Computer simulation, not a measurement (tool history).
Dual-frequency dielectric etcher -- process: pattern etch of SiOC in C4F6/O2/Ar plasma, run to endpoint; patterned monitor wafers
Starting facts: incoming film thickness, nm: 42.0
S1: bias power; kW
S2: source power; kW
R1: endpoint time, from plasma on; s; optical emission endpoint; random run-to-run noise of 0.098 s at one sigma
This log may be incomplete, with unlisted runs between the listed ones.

{"run": 1, "hour": 0.0, "S1": 0.439, "S2": 0.33, "R1": 15.977}
{"run": 2, "hour": 6.7, "S1": 0.517, "S2": 0.33, "R1": 15.299}
{"run": 3, "hour": 12.3, "S1": 0.517, "S2": 0.36, "R1": 14.956}
{"run": 4, "hour": 16.8, "S1": 0.517, "S2": 0.4, "R1": 14.145}
{"run": 5, "hour": 21.7, "S1": 0.457, "S2": 0.4, "R1": 14.647}
{"run": 6, "hour": 26.1, "S1": 0.487, "S2": 0.4, "R1": 14.485}
{"run": 7, "hour": 30.5, "S1": 0.497, "S2": 0.4, "R1": 14.528}
{"run": 8, "hour": 35.7, "S1": 0.497, "S2": 0.4, "R1": 14.434}

Run 9 has not been measured yet. What should we expect?
{"run": 9, "hour": 41.2, "S1": 0.507, "S2": 0.4, "R1": "?"}

R1: 14.289 s
